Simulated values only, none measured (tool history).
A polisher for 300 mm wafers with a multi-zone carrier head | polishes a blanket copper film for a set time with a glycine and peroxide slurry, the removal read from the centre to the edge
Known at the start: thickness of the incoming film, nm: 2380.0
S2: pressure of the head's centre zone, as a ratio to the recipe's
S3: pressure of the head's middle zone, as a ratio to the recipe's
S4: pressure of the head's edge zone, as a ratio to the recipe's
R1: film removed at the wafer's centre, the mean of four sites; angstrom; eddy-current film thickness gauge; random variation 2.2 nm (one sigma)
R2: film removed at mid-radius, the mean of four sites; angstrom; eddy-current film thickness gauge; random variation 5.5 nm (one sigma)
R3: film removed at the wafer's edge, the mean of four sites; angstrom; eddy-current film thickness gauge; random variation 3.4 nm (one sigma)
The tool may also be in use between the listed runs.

Run 1, day 0.000: flow of slurry (ml/min) 195, S2 1.00, S3 1.00, S4 1.00, polishing time (s) 71. Result: R1 4032.8 angstrom, R2 4003.7 angstrom, R3 4103.9 angstrom.
Run 2, day 0.375: flow of slurry (ml/min) 160, S2 1.00, S3 1.00, S4 1.00, polishing time (s) 71. Result: R1 3894.8 angstrom, R2 3844.1 angstrom, R3 3989.8 angstrom.
Run 3, day 0.404: flow of slurry (ml/min) 160, S2 0.98, S3 1.04, S4 1.01, polishing time (s) 71. Result: R1 3821.5 angstrom, R2 4026.3 angstrom, R3 3992.7 angstrom.
Run 4, day 0.608: flow of slurry (ml/min) 160, S2 0.97, S3 1.06, S4 1.02, polishing time (s) 71. Result: R1 3761.6 angstrom, R2 4113.9 angstrom, R3 4039.2 angstrom.
Run 5, day 0.692: flow of slurry (ml/min) 160, S2 0.91, S3 1.06, S4 1.02, polishing time (s) 71. Result: R1 3550.8 angstrom, R2 4167.5 angstrom, R3 3997.3 angstrom.
Run 6, day 0.900: flow of slurry (ml/min) 160, S2 0.84, S3 1.06, S4 1.02, polishing time (s) 71. Result: R1 3290.2 angstrom, R2 4082.2 angstrom, R3 4003.0 angstrom.
Run 7, day 1.058: flow of slurry (ml/min) 160, S2 0.84, S3 1.06, S4 1.02, polishing time (s) 71. Result: R1 3252.6 angstrom, R2 4125.7 angstrom, R3 3997.9 angstrom.
Run 8, day 1.433: flow of slurry (ml/min) 180, S2 0.85, S3 1.06, S4 1.01, polishing time (s) 71. Result: R1 3385.0 angstrom, R2 4262.3 angstrom, R3 4098.8 angstrom.

Run 9 comes next. What will it give?
Run 9, day 1.646: flow of slurry (ml/min) 190, S2 0.86, S3 1.06, S4 1.00, polishing time (s) 71. Result: R1 ?, R2 ?, R3 ?.

{"run 9": {"R1": 3496.6, "R2": 4249.1, "R3": 4129.3}}
